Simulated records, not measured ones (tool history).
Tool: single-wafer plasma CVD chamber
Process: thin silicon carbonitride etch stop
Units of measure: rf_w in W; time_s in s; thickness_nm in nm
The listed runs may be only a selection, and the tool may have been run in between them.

Run 1, day 0: rf_w 265 W, time_s 12.2 s. Result: thickness_nm 8.1759 nm.
Run 2, day 0.067: rf_w 260 W, time_s 12 s. Result: thickness_nm 8.0013 nm.
Run 3, day 0.279: rf_w 290 W, time_s 12 s. Result: thickness_nm 8.2275 nm.
Run 4, day 0.45: rf_w 275 W, time_s 12 s. Result: thickness_nm 8.1706 nm.
Run 5, day 0.65: rf_w 275 W, time_s 13.3 s. Result: thickness_nm 9.0243 nm.
Run 6, day 0.842: rf_w 275 W, time_s 14.8 s. Result: thickness_nm 10.041 nm.
Run 7, day 1.075: rf_w 265 W, time_s 14.2 s. Result: thickness_nm 9.5102 nm.
Run 8, day 1.258: rf_w 260 W, time_s 13.7 s. Result: thickness_nm 9.1541 nm.
Run 9, day 1.329: rf_w 255 W, time_s 13.2 s. Result: thickness_nm 8.8268 nm.

For run 10, what comes out?
Run 10, day 1.65: rf_w 255 W, time_s 12.8 s. Result: thickness_nm ?.

thickness_nm: 8.57 nm
